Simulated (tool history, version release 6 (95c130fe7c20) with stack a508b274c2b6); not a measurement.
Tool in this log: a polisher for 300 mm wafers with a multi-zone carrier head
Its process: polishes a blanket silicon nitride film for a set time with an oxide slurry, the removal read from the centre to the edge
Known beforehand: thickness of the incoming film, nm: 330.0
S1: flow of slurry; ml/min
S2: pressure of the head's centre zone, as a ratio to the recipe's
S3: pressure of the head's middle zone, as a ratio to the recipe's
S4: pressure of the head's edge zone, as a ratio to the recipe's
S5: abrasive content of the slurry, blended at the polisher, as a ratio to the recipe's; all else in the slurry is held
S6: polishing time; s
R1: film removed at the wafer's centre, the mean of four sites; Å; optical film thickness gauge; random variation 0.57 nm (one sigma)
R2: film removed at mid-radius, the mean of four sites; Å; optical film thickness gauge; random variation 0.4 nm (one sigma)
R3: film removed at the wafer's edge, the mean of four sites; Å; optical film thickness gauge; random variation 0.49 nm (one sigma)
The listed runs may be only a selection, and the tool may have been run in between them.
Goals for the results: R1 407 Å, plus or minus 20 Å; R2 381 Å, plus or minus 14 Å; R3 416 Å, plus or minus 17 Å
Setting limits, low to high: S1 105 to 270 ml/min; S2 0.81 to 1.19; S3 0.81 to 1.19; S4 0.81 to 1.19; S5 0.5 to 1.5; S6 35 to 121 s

Run 1, hour 0: S1 175 ml/min, S2 1, S3 1, S4 1, S5 1, S6 78 s. Result: R1 463.98 Å, R2 455.76 Å, R3 475.57 Å.
Run 2, hour 5.5: S1 165 ml/min, S2 0.99, S3 0.97, S4 0.97, S5 0.95, S6 78 s. Result: R1 445.09 Å, R2 440.78 Å, R3 449.8 Å.
Run 3, hour 8.5: S1 165 ml/min, S2 0.99, S3 1.04, S4 0.97, S5 0.95, S6 78 s. Result: R1 441.62 Å, R2 463.82 Å, R3 450.26 Å.
Run 4, hour 14.6: S1 160 ml/min, S2 0.99, S3 0.99, S4 0.97, S5 0.9, S6 78 s. Result: R1 428.8 Å, R2 434.95 Å, R3 444.41 Å.
Run 5, hour 21.3: S1 195 ml/min, S2 0.99, S3 0.99, S4 0.97, S5 0.9, S6 78 s. Result: R1 443.4 Å, R2 440.03 Å, R3 452.34 Å.
Run 6, hour 22.3: S1 190 ml/min, S2 0.99, S3 0.95, S4 0.96, S5 0.85, S6 78 s. Result: R1 426.68 Å, R2 425.58 Å, R3 437.24 Å.
Run 7, hour 25.3: S1 185 ml/min, S2 0.99, S3 0.92, S4 0.96, S5 0.85, S6 78 s. Result: R1 418.32 Å, R2 405.02 Å, R3 435.35 Å.
Run 8, hour 28.1: S1 180 ml/min, S2 0.99, S3 0.9, S4 0.95, S5 0.85, S6 78 s. Result: R1 421.45 Å, R2 402.22 Å, R3 437.89 Å.
Run 9, hour 29.4: S1 165 ml/min, S2 1, S3 0.88, S4 0.91, S5 0.75, S6 78 s. Result: R1 397.3 Å, R2 365.45 Å, R3 394.29 Å.

Consider the 5 candidate settings below. Which is the only one whose results all fall within their allowed miss of target?
Run A, hour 30.7: S1 185 ml/min, S2 1.1, S3 0.86, S4 0.92, S5 0.6, S6 82 s. Result: R1 ?, R2 ?, R3 ?.
Run B, hour 30.7: S1 150 ml/min, S2 1.07, S3 0.92, S4 0.82, S5 0.7, S6 80 s. Result: R1 ?, R2 ?, R3 ?.
Run C, hour 30.7: S1 145 ml/min, S2 0.93, S3 0.82, S4 0.99, S5 1.15, S6 71 s. Result: R1 ?, R2 ?, R3 ?.
Run D, hour 30.7: S1 160 ml/min, S2 1.02, S3 0.81, S4 1.05, S5 0.9, S6 74 s. Result: R1 ?, R2 ?, R3 ?.
Run E, hour 30.7: S1 185 ml/min, S2 0.97, S3 0.87, S4 0.9, S5 0.6, S6 91 s. Result: R1 ?, R2 ?, R3 ?.

move      R1      R2      R3
   A  418.95  340.42  387.26
   B  415.08  367.88  379.53
   C  393.43  365.91  450.78
   D  413.19   345.9  440.78
   E  409.63  381.67  425.68
A: misses by more than the last run did
B: misses by more than the last run did
C: carries the result that was furthest off beyond its target, to the other side
D: carries the result that was furthest off beyond its target, to the other side
E: all results land within tolerance of their targets
The right move is E.
